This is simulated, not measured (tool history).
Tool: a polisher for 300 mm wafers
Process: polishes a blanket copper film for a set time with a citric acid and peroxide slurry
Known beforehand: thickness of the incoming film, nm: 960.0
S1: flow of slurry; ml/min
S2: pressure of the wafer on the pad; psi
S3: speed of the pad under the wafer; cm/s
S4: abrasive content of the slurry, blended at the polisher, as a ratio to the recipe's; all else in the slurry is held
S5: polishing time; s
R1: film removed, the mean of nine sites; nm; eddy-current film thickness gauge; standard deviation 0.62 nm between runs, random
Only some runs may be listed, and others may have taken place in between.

{"run": 1, "hour": 0.0, "S1": 310, "S2": 3, "S3": 112, "S4": 1, "S5": 44, "R1": 97.982}
{"run": 2, "hour": 6.5, "S1": 240, "S2": 3, "S3": 112, "S4": 1, "S5": 44, "R1": 97.523}
{"run": 3, "hour": 12.2, "S1": 240, "S2": 3, "S3": 112, "S4": 1, "S5": 47, "R1": 103.26}
{"run": 4, "hour": 20.1, "S1": 240, "S2": 3, "S3": 132, "S4": 1, "S5": 47, "R1": 118.15}
{"run": 5, "hour": 21.3, "S1": 240, "S2": 3, "S3": 132, "S4": 0.85, "S5": 47, "R1": 114.05}
{"run": 6, "hour": 22.7, "S1": 240, "S2": 2.7, "S3": 124, "S4": 0.85, "S5": 47, "R1": 97.972}
{"run": 7, "hour": 30.9, "S1": 240, "S2": 2.4, "S3": 118, "S4": 0.85, "S5": 47, "R1": 86.305}
{"run": 8, "hour": 34.2, "S1": 240, "S2": 2.2, "S3": 112, "S4": 0.85, "S5": 47, "R1": 76.954}

Run 9 comes next. What will it give?
{"run": 9, "hour": 41.9, "S1": 240, "S2": 2, "S3": 108, "S4": 0.85, "S5": 47, "R1": "?"}

{"run 9": {"R1": 68.42}}
